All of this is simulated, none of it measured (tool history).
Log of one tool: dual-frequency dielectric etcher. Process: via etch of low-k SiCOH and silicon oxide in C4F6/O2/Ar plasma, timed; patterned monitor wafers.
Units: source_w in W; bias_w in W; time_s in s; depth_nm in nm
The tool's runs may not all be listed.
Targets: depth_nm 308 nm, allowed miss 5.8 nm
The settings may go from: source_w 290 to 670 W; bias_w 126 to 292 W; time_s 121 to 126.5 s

{"run": 1, "hour": 0.0, "source_w": 480, "bias_w": 209, "time_s": 121, "depth_nm": 383.5}
{"run": 2, "hour": 6.9, "source_w": 430, "bias_w": 196, "time_s": 121, "depth_nm": 361.8}
{"run": 3, "hour": 9.3, "source_w": 430, "bias_w": 196, "time_s": 126.5, "depth_nm": 373.84}
{"run": 4, "hour": 13.6, "source_w": 430, "bias_w": 161, "time_s": 126.5, "depth_nm": 342.68}
{"hour": 15.1, "done": "bias power generator calibrated"}
{"run": 5, "hour": 15.1, "source_w": 500, "bias_w": 161, "time_s": 126.5, "depth_nm": 363.48}
{"run": 6, "hour": 19.0, "source_w": 450, "bias_w": 158, "time_s": 126.5, "depth_nm": 342.42}
{"run": 7, "hour": 21.1, "source_w": 420, "bias_w": 157, "time_s": 126.5, "depth_nm": 333.46}
{"run": 8, "hour": 25.4, "source_w": 400, "bias_w": 156, "time_s": 126.5, "depth_nm": 323.6}
{"run": 9, "hour": 28.4, "source_w": 390, "bias_w": 156, "time_s": 126.5, "depth_nm": 322.7}
{"run": 10, "hour": 32.8, "source_w": 380, "bias_w": 155, "time_s": 126.5, "depth_nm": 316.88}

Which of these 5 next moves meets every target?
{"run": "A", "hour": 37.2, "source_w": 410, "bias_w": 166, "time_s": 124.5, "depth_nm": "?"}
{"run": "B", "hour": 37.2, "source_w": 360, "bias_w": 187, "time_s": 124.5, "depth_nm": "?"}
{"run": "C", "hour": 37.2, "source_w": 370, "bias_w": 186, "time_s": 121, "depth_nm": "?"}
{"run": "D", "hour": 37.2, "source_w": 370, "bias_w": 198, "time_s": 121, "depth_nm": "?"}
{"run": "E", "hour": 37.2, "source_w": 370, "bias_w": 158, "time_s": 123.5, "depth_nm": "?"}

move=A depth_nm=330.69
move=B depth_nm=327.58
move=C depth_nm=321.57
move=D depth_nm=329.87
move=E depth_nm=307.09
A: further off than the last run
B: further off than the last run
C: further off than the last run
D: further off than the last run
E: meets every target
The right move is E.

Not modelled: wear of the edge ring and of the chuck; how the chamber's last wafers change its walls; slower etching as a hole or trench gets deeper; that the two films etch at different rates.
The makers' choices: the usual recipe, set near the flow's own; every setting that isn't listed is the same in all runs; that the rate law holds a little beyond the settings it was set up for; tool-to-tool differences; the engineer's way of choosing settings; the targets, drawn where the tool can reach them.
